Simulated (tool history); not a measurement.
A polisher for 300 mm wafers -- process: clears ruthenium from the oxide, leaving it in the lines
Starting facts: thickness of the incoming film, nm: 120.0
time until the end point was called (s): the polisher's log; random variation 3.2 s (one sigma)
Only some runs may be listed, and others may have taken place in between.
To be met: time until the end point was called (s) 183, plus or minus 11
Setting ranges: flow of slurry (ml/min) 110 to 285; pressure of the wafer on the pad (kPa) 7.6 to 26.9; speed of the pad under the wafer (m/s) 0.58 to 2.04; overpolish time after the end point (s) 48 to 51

run  hour  flow of slurry (ml/min)  pressure of the wafer on the pad (kPa)  speed of the pad under the wafer (m/s)  overpolish time after the end point (s)  time until the end point was called (s)
  1     0                      180                                    17.2                                     1.3                                       48                                   84.992
  2   8.4                      215                                    17.2                                     1.3                                       48                                   85.293
  3  10.9                      215                                    15.9                                    1.26                                       48                                   95.775
  4  15.7                      215                                    14.5                                    1.22                                       48                                   106.49
  5  19.8                      215                                    13.1                                    1.18                                       48                                   122.28
  6  21.7                      215                                    12.4                                    1.16                                       48                                   130.08
  7  25.7                      215                                    12.4                                    1.16                                       48                                   128.43
  8  26.6                      215                                    11.7                                    1.14                                       48                                   142.58
  9  34.7                      215                                      11                                    1.14                                       48                                   149.34
 10  43.6                      215                                    10.3                                    1.14                                       48                                   155.52

Exactly one of the 5 candidate moves below puts every result within its allowed miss. Which one?
  A  52.5                      205                                    10.3                                    1.32                                       51                                        ?
  B  52.5                      235                                      11                                     1.1                                       48                                        ?
  C  52.5                      190                                     8.3                                    1.48                                       51                                        ?
  D  52.5                      235                                    11.7                                    1.36                                       51                                        ?
  E  52.5                      250                                       9                                    1.14                                       48                                        ?

move  time until the end point was called (s)
   A                                   133.69
   B                                    147.5
   C                                   149.23
   D                                   113.35
   E                                   172.35
A: further off than the last run
B: further off than the last run
C: further off than the last run
D: further off than the last run
E: every result lands within tolerance
Go with E: it meets all targets.

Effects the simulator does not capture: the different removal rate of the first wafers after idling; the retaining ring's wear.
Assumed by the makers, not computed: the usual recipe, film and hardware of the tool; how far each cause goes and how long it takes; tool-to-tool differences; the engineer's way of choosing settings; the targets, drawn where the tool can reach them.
